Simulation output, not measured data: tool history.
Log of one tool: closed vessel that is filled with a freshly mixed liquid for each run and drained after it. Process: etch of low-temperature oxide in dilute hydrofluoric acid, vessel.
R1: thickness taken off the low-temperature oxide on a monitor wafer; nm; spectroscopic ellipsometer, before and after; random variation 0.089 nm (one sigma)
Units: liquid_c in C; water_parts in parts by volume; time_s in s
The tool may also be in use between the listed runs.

{"run": 1, "hour": 0.0, "liquid_c": 20.0, "water_parts": 140, "time_s": 270, "R1": 17.361}
{"run": 2, "hour": 1.8, "liquid_c": 20.0, "water_parts": 140, "time_s": 210, "R1": 13.602}
{"run": 3, "hour": 2.6, "liquid_c": 20.0, "water_parts": 140, "time_s": 270, "R1": 17.432}
{"run": 4, "hour": 10.1, "liquid_c": 19.5, "water_parts": 150, "time_s": 270, "R1": 15.583}
{"run": 5, "hour": 16.8, "liquid_c": 19.5, "water_parts": 195, "time_s": 270, "R1": 11.497}
{"run": 6, "hour": 24.2, "liquid_c": 19.5, "water_parts": 195, "time_s": 270, "R1": 11.606}

Forecast run 7:
{"run": 7, "hour": 25.4, "liquid_c": 19.0, "water_parts": 200, "time_s": 270, "R1": "?"}

{"run 7": {"R1": 10.926}}

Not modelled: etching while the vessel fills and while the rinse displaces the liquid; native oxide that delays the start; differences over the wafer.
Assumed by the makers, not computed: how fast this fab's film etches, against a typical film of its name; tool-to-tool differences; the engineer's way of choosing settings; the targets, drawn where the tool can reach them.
